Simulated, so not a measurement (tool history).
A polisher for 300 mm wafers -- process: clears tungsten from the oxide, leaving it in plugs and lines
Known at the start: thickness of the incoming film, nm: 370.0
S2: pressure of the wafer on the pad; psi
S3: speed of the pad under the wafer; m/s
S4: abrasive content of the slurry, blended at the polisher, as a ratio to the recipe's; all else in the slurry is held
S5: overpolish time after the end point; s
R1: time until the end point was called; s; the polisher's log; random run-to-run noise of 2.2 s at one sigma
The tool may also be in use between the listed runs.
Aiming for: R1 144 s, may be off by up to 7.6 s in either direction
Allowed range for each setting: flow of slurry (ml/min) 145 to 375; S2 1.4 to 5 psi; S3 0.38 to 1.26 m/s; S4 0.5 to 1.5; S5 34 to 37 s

{"run": 1, "hour": 0.0, "flow of slurry (ml/min)": 240, "S2": 3.2, "S3": 0.82, "S4": 1, "S5": 34, "R1": 96.336}
{"run": 2, "hour": 6.2, "flow of slurry (ml/min)": 240, "S2": 3.2, "S3": 0.82, "S4": 1.15, "S5": 34, "R1": 93.564}
{"run": 3, "hour": 7.6, "flow of slurry (ml/min)": 240, "S2": 2.9, "S3": 0.82, "S4": 1.15, "S5": 34, "R1": 102.64}
{"run": 4, "hour": 9.4, "flow of slurry (ml/min)": 270, "S2": 2.9, "S3": 0.82, "S4": 1.15, "S5": 34, "R1": 101.57}
{"run": 5, "hour": 12.8, "flow of slurry (ml/min)": 270, "S2": 2.7, "S3": 0.82, "S4": 1.15, "S5": 34, "R1": 108.79}
{"run": 6, "hour": 19.9, "flow of slurry (ml/min)": 270, "S2": 2.7, "S3": 0.82, "S4": 1.15, "S5": 37, "R1": 106.76}
{"hour": 26.6, "done": "head pressure recalibrated"}
{"run": 7, "hour": 26.6, "flow of slurry (ml/min)": 270, "S2": 2.5, "S3": 0.82, "S4": 1.15, "S5": 37, "R1": 130.6}
{"run": 8, "hour": 31.1, "flow of slurry (ml/min)": 265, "S2": 2.5, "S3": 0.82, "S4": 1.15, "S5": 37, "R1": 128.7}
{"run": 9, "hour": 33.9, "flow of slurry (ml/min)": 260, "S2": 2.5, "S3": 0.82, "S4": 1.15, "S5": 37, "R1": 127.51}
{"run": 10, "hour": 38.3, "flow of slurry (ml/min)": 255, "S2": 2.5, "S3": 0.82, "S4": 1.15, "S5": 37, "R1": 127.26}
{"run": 11, "hour": 40.9, "flow of slurry (ml/min)": 250, "S2": 2.5, "S3": 0.82, "S4": 1.15, "S5": 37, "R1": 132.37}
{"run": 12, "hour": 46.1, "flow of slurry (ml/min)": 250, "S2": 2.5, "S3": 0.82, "S4": 1.15, "S5": 37, "R1": 133.56}
{"run": 13, "hour": 54.3, "flow of slurry (ml/min)": 245, "S2": 2.5, "S3": 0.82, "S4": 1.15, "S5": 37, "R1": 132.51}
{"run": 14, "hour": 56.2, "flow of slurry (ml/min)": 240, "S2": 2.5, "S3": 0.82, "S4": 1.15, "S5": 37, "R1": 132.95}
{"run": 15, "hour": 63.6, "flow of slurry (ml/min)": 235, "S2": 2.5, "S3": 0.82, "S4": 1.15, "S5": 37, "R1": 131.53}
{"run": 16, "hour": 65.8, "flow of slurry (ml/min)": 230, "S2": 2.5, "S3": 0.82, "S4": 1.15, "S5": 37, "R1": 131.14}

Pick the move, out of 4, that brings all results within their allowed miss; only one does.
{"run": "A", "hour": 68.0, "flow of slurry (ml/min)": 195, "S2": 2.9, "S3": 0.64, "S4": 1.25, "S5": 37, "R1": "?"}
{"run": "B", "hour": 68.0, "flow of slurry (ml/min)": 215, "S2": 2.5, "S3": 0.98, "S4": 0.95, "S5": 37, "R1": "?"}
{"run": "C", "hour": 68.0, "flow of slurry (ml/min)": 270, "S2": 2.9, "S3": 0.78, "S4": 1.15, "S5": 34, "R1": "?"}
{"run": "D", "hour": 68.0, "flow of slurry (ml/min)": 210, "S2": 2.9, "S3": 0.76, "S4": 1.5, "S5": 35, "R1": "?"}

move=A R1=142.55
move=B R1=114.98
move=C R1=115.77
move=D R1=116.11
A: every result within its allowed miss
B: lands further from the targets than the last run did
C: lands further from the targets than the last run did
D: lands further from the targets than the last run did
The right move is A.
